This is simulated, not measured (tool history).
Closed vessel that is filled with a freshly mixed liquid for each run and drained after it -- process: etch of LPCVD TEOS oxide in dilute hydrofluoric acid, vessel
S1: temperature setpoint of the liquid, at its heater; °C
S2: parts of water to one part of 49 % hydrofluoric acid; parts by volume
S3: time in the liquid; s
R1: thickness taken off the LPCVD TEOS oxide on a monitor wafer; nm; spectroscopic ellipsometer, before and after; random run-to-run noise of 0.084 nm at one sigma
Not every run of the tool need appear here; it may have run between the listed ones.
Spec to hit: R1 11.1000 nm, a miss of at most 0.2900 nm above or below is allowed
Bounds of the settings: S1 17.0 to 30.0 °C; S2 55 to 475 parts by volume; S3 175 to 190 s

run	day	S1	S2	S3	R1
1	0.000	22.0	265	175	9.2354
2	0.233	24.0	265	175	10.0170
3	0.471	24.5	265	175	10.1960
4	0.621	24.5	265	175	10.3090
5	0.738	24.5	190	175	15.4160
6	0.946	23.5	190	175	14.7460
7	1.200	23.0	190	175	14.6150
8	1.304	22.5	190	175	14.2250
9	1.421	22.0	190	175	14.0360
10	1.654	21.5	190	175	13.6850
11	1.921	21.0	190	175	13.3650
12	2.250	20.5	190	175	13.2280
13	2.554	20.0	190	175	13.1270

4 next moves are on the table. One of them brings every result within its allowed miss. Which?
A	2.858	22.0	165	175	?
B	2.858	23.0	255	190	?
C	2.858	22.5	175	190	?
D	2.858	19.5	215	190	?

move	R1
A	16.6150
B	11.0440
C	17.1530
D	11.9520
A: the biggest miss grows against the last run
B: all results land within tolerance of their targets
C: the biggest miss grows against the last run
D: moves toward the targets from the last run without getting all of them in spec
Answer: B
